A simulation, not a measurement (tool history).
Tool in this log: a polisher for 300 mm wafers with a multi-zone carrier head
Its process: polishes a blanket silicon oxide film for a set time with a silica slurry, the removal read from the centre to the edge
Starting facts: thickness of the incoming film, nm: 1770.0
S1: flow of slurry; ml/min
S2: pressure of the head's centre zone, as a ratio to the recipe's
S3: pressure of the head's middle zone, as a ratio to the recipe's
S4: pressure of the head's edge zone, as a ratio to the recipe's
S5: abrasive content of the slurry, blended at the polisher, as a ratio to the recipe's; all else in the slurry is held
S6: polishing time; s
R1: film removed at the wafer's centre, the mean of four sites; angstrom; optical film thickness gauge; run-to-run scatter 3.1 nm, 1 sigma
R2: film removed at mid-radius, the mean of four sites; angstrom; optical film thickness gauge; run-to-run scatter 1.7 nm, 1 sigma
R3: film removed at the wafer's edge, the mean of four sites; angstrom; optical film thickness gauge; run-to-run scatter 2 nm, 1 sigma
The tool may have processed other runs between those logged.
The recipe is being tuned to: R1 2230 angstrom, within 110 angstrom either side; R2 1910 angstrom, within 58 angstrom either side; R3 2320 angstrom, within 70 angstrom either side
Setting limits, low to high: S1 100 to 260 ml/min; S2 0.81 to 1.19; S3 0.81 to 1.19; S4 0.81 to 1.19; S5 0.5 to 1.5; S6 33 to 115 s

| run | hour | S1 | S2 | S3 | S4 | S5 | S6 | R1 | R2 | R3 |
|---|---|---|---|---|---|---|---|---|---|---|
| 1 | 0 | 165 | 1 | 1 | 1 | 1 | 73 | 2208.2 | 2256.9 | 2245 |
| 2 | 3.1 | 165 | 1 | 1 | 1 | 1 | 56 | 1737.1 | 1702.5 | 1693.9 |
| 3 | 11.6 | 170 | 1 | 0.98 | 1.02 | 1.05 | 56 | 1764.7 | 1739.6 | 1780.5 |
| 4 | 18 | 175 | 1.02 | 0.97 | 1.04 | 1.1 | 56 | 1833.7 | 1761.9 | 1813 |
| 5 | 24.3 | 175 | 1.03 | 0.95 | 1.06 | 1.15 | 56 | 1867.3 | 1729.4 | 1875.4 |
| 6 | 27 | 180 | 1.04 | 0.94 | 1.08 | 1.2 | 56 | 1973.1 | 1761.7 | 1918.8 |
| 7 | 27.6 | 185 | 1.04 | 0.93 | 1.09 | 1.25 | 56 | 1966.4 | 1765 | 1931.9 |
| 8 | 28.6 | 180 | 1.04 | 0.92 | 1.1 | 1.3 | 57 | 2000.2 | 1846 | 2025 |
| 9 | 31.6 | 180 | 1.04 | 0.91 | 1.11 | 1.35 | 57 | 2049.1 | 1844 | 2065.3 |
| 10 | 33.6 | 180 | 1.04 | 0.9 | 1.12 | 1.35 | 57 | 2100.2 | 1810 | 2071.5 |
| 11 | 42.3 | 180 | 1.03 | 0.9 | 1.13 | 1.35 | 57 | 2046.1 | 1825.1 | 2112.4 |
| 12 | 43.3 | 185 | 1.03 | 0.9 | 1.14 | 1.35 | 57 | 2047.2 | 1840 | 2107.6 |
| 13 | 50.5 | 185 | 1.03 | 0.89 | 1.15 | 1.35 | 57 | 2059.7 | 1806 | 2089.9 |
| 14 | 53.6 | 185 | 1.03 | 0.88 | 1.15 | 1.35 | 57 | 2018 | 1800 | 2102.9 |
| 15 | 55.6 | 185 | 1.04 | 0.86 | 1.17 | 1.45 | 58 | 2178.3 | 1872.3 | 2227.7 |

5 candidate next runs follow, results not yet known. Just one meets every target within its allowed miss. Identify it.
| A | 57.6 | 215 | 1.07 | 0.84 | 1.13 | 1.5 | 64 | ? | ? | ? |
| B | 57.6 | 160 | 1.03 | 0.84 | 1.16 | 1.5 | 61 | ? | ? | ? |
| C | 57.6 | 205 | 1.07 | 0.87 | 1.15 | 1.45 | 55 | ? | ? | ? |
| D | 57.6 | 175 | 1.03 | 0.85 | 1.13 | 1.5 | 66 | ? | ? | ? |
| E | 57.6 | 210 | 1.08 | 0.82 | 1.06 | 1.5 | 65 | ? | ? | ? |

| move | R1 | R2 | R3 |
|---|---|---|---|
| A | 2514.7 | 2073.8 | 2456.6 |
| B | 2225.9 | 1915.3 | 2318.9 |
| C | 2125.9 | 1794 | 2098.6 |
| D | 2435.5 | 2109 | 2492.9 |
| E | 2570.8 | 2069.3 | 2412 |
A: carries the result that was furthest off beyond its target, to the other side
B: all results in spec
C: its largest miss is bigger than the last run's
D: carries the result that was furthest off beyond its target, to the other side
E: carries the result that was furthest off beyond its target, to the other side
The move that meets every target is B.
